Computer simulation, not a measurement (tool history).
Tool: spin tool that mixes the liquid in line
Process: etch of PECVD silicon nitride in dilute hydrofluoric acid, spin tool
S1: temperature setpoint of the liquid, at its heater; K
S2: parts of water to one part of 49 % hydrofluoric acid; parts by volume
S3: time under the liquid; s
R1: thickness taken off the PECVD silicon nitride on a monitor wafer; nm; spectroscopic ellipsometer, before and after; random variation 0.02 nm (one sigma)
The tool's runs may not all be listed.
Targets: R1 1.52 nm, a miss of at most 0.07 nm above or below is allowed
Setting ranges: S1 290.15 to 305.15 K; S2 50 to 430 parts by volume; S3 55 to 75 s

| run | hour | S1 | S2 | S3 | R1 |
|---|---|---|---|---|---|
| 1 | 0 | 297.15 | 240 | 75 | 1.0977 |
| 2 | 6.2 | 297.15 | 240 | 55 | 0.83441 |
| 3 | 9.6 | 299.65 | 230 | 55 | 1.0024 |
| 4 | 18.6 | 299.65 | 280 | 55 | 0.80633 |
| 5 | 20 | 301.15 | 245 | 55 | 1.0169 |
| 6 | 21.8 | 302.15 | 225 | 55 | 1.2049 |
| 7 | 26.7 | 303.15 | 220 | 55 | 1.2759 |
| 8 | 29.6 | 303.15 | 220 | 55 | 1.2762 |
| 9 | 33.4 | 303.65 | 215 | 55 | 1.3311 |
| 10 | 34.6 | 304.15 | 210 | 55 | 1.4267 |

Next run, 4 choices. One meets every target within its allowed miss, the rest don't. Which?
| A | 35.8 | 299.65 | 215 | 70 | ? |
| B | 35.8 | 303.65 | 190 | 55 | ? |
| C | 35.8 | 300.65 | 150 | 55 | ? |
| D | 35.8 | 303.65 | 230 | 55 | ? |

| move | R1 |
|---|---|
| A | 1.3573 |
| B | 1.5402 |
| C | 1.6285 |
| D | 1.2665 |
A: its largest miss is bigger than the last run's
B: each result inside its tolerance
C: carries the result that was furthest off beyond its target, to the other side
D: its largest miss is bigger than the last run's
The move that meets every target is B.

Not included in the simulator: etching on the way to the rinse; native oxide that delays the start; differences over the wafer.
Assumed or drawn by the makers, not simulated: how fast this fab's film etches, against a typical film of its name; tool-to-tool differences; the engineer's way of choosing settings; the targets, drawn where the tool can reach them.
